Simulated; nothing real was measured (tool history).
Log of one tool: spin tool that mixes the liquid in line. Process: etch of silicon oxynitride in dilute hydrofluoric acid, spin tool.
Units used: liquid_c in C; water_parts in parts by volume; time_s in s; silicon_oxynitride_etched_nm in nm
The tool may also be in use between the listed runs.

Run 1, hour 0.0: liquid_c 25.0 C, water_parts 110 parts by volume, time_s 270 s. Result: silicon_oxynitride_etched_nm 5.6164 nm.
Run 2, hour 7.5: liquid_c 23.0 C, water_parts 110 parts by volume, time_s 270 s. Result: silicon_oxynitride_etched_nm 5.1350 nm.
Run 3, hour 9.4: liquid_c 23.0 C, water_parts 110 parts by volume, time_s 295 s. Result: silicon_oxynitride_etched_nm 5.6088 nm.
Run 4, hour 13.4: liquid_c 21.5 C, water_parts 110 parts by volume, time_s 295 s. Result: silicon_oxynitride_etched_nm 5.2782 nm.
Run 5, hour 22.1: liquid_c 21.5 C, water_parts 150 parts by volume, time_s 295 s. Result: silicon_oxynitride_etched_nm 3.7060 nm.
Run 6, hour 29.2: liquid_c 21.5 C, water_parts 170 parts by volume, time_s 295 s. Result: silicon_oxynitride_etched_nm 3.2064 nm.
Run 7, hour 32.5: liquid_c 22.5 C, water_parts 170 parts by volume, time_s 295 s. Result: silicon_oxynitride_etched_nm 3.3790 nm.
Run 8, hour 41.5: liquid_c 23.0 C, water_parts 170 parts by volume, time_s 295 s. Result: silicon_oxynitride_etched_nm 3.4251 nm.
Run 9, hour 42.2: liquid_c 23.5 C, water_parts 170 parts by volume, time_s 295 s. Result: silicon_oxynitride_etched_nm 3.4807 nm.

Estimate the outcome of run 10 from the log above:
Run 10, hour 45.2: liquid_c 24.0 C, water_parts 170 parts by volume, time_s 295 s. Result: silicon_oxynitride_etched_nm ?.

{"run 10": {"silicon_oxynitride_etched_nm": 3.6071}}

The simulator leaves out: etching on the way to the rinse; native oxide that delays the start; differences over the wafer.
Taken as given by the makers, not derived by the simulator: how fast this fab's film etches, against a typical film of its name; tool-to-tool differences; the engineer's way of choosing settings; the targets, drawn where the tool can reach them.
